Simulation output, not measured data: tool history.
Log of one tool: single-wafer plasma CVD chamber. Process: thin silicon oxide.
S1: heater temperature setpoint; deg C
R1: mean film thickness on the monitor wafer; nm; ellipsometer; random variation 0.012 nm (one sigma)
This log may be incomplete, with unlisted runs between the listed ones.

{"run": 1, "hour": 0.0, "S1": 420, "chamber pressure (mTorr)": 768, "RF power (W)": 280, "deposition time (s)": 4.79, "R1": 7.8737}
{"run": 2, "hour": 7.6, "S1": 420, "chamber pressure (mTorr)": 853, "RF power (W)": 280, "deposition time (s)": 4.79, "R1": 8.7165}
{"run": 3, "hour": 9.7, "S1": 420, "chamber pressure (mTorr)": 796, "RF power (W)": 280, "deposition time (s)": 4.79, "R1": 8.1789}
{"run": 4, "hour": 11.1, "S1": 420, "chamber pressure (mTorr)": 748, "RF power (W)": 280, "deposition time (s)": 4.79, "R1": 7.6984}
{"run": 5, "hour": 19.6, "S1": 411, "chamber pressure (mTorr)": 748, "RF power (W)": 280, "deposition time (s)": 4.79, "R1": 7.7461}
{"run": 6, "hour": 23.5, "S1": 405, "chamber pressure (mTorr)": 748, "RF power (W)": 280, "deposition time (s)": 4.79, "R1": 7.7537}
{"run": 7, "hour": 31.6, "S1": 405, "chamber pressure (mTorr)": 709, "RF power (W)": 280, "deposition time (s)": 4.79, "R1": 7.3285}

Forecast run 8:
{"run": 8, "hour": 35.8, "S1": 405, "chamber pressure (mTorr)": 680, "RF power (W)": 280, "deposition time (s)": 4.79, "R1": "?"}

R1: 7.0305 nm
